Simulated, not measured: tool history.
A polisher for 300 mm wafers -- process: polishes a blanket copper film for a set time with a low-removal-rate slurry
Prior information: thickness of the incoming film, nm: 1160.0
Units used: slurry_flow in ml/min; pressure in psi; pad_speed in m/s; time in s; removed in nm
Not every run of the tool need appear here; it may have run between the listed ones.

run 1 hour=0 | slurry_flow=125 pressure=2.2 pad_speed=1.2 slurry_solids=1 time=33 | removed=79.382
run 2 hour=8.1 | slurry_flow=125 pressure=2.2 pad_speed=1.2 slurry_solids=1.1 time=33 | removed=79.761
run 3 hour=12.3 | slurry_flow=120 pressure=2 pad_speed=1.2 slurry_solids=1.1 time=33 | removed=73.543
run 4 hour=20.8 | slurry_flow=150 pressure=2 pad_speed=1.2 slurry_solids=1.1 time=33 | removed=77.228
run 5 hour=27.2 | slurry_flow=140 pressure=1.8 pad_speed=1.2 slurry_solids=1.1 time=33 | removed=69.856
run 6 hour=32.3 | slurry_flow=140 pressure=1.8 pad_speed=1.2 slurry_solids=0.9 time=33 | removed=67.75

Predict the results of run 7:
run 7 hour=41 | slurry_flow=135 pressure=1.7 pad_speed=1.2 slurry_solids=0.9 time=33 | removed=?

{"run 7": {"removed": 65.195}}

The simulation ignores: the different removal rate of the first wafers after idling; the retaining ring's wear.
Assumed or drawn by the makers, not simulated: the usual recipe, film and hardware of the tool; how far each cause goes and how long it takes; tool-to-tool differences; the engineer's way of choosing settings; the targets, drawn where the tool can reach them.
